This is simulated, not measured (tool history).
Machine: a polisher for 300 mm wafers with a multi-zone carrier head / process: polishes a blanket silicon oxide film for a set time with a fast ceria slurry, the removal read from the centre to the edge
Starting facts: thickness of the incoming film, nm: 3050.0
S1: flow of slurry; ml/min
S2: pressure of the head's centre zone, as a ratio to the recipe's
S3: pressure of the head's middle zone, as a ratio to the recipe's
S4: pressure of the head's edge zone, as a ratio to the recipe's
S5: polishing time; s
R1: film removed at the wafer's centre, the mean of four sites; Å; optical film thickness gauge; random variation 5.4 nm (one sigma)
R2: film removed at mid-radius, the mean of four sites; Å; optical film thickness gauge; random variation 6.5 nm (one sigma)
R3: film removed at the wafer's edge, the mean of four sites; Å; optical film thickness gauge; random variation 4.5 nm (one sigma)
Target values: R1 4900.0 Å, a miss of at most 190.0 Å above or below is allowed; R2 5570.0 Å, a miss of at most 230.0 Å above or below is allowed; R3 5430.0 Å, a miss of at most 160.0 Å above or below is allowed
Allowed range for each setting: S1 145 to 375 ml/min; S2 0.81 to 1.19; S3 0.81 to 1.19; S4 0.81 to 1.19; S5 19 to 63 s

| run | hour | S1 | S2 | S3 | S4 | S5 | R1 | R2 | R3 |
|---|---|---|---|---|---|---|---|---|---|
| 1 | 0.0 | 240 | 1.00 | 1.00 | 1.00 | 41 | 4357.0 | 4126.8 | 4318.7 |
| 2 | 8.3 | 285 | 1.00 | 1.00 | 1.00 | 41 | 4452.0 | 4237.4 | 4400.2 |
| 3 | 9.1 | 290 | 0.99 | 1.02 | 1.02 | 42 | 4559.6 | 4509.4 | 4567.4 |
| 4 | 16.4 | 295 | 0.98 | 1.03 | 1.04 | 43 | 4699.1 | 4669.9 | 4694.5 |
| 5 | 20.2 | 295 | 0.98 | 1.03 | 1.04 | 34 | 3674.1 | 3614.0 | 3725.1 |
| 6 | 22.6 | 295 | 0.97 | 1.04 | 1.05 | 36 | 3826.6 | 3889.0 | 4001.3 |
| 7 | 30.9 | 295 | 0.97 | 1.05 | 1.06 | 38 | 4050.8 | 4114.0 | 4225.9 |
| 8 | 34.8 | 295 | 0.97 | 1.07 | 1.07 | 39 | 4148.2 | 4331.4 | 4338.7 |
| 9 | 42.2 | 295 | 0.97 | 1.08 | 1.08 | 40 | 4313.2 | 4390.1 | 4511.1 |

Which of these 4 next moves meets every target?
| A | 49.6 | 245 | 0.95 | 1.17 | 1.16 | 47 | ? | ? | ? |
| B | 49.6 | 280 | 1.04 | 1.01 | 1.19 | 45 | ? | ? | ? |
| C | 49.6 | 180 | 1.00 | 0.84 | 1.19 | 48 | ? | ? | ? |
| D | 49.6 | 145 | 0.82 | 0.88 | 1.19 | 54 | ? | ? | ? |

| move | R1 | R2 | R3 |
|---|---|---|---|
| A | 4872.2 | 5516.5 | 5299.6 |
| B | 5052.7 | 4713.4 | 5201.3 |
| C | 4977.3 | 4126.4 | 5379.1 |
| D | 4713.3 | 4706.4 | 5936.9 |
A: in spec on every target
B: nearer than the last run, and not there yet
C: the worst result of the last run now meets its target, but another is out of spec
D: the result that was furthest off in the last run now lies on the other side of its target
Go with A: it meets all targets.
